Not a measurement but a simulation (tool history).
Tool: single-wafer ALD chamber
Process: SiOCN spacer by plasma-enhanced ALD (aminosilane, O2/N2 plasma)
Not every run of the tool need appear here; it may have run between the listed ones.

| run | hour | heater temperature setpoint (K) | number of ALD cycles (cycles) | mean film thickness on the monitor wafer (angstrom) |
|---|---|---|---|---|
| 1 | 0.0 | 658.15 | 52 | 29.052 |
| 2 | 0.9 | 654.15 | 52 | 28.414 |
| 3 | 5.4 | 652.15 | 48 | 26.417 |
| 4 | 7.1 | 652.15 | 51 | 28.209 |
| 5 | 14.7 | 652.15 | 44 | 24.457 |
| 6 | 21.9 | 661.15 | 44 | 24.457 |
| 7 | 23.7 | 661.15 | 42 | 23.126 |
| 8 | 28.7 | 661.15 | 41 | 22.730 |

Expected results for the next run?
| 9 | 31.3 | 661.15 | 40 | ? |

{"run 9": {"mean film thickness on the monitor wafer (angstrom)": 21.965}}
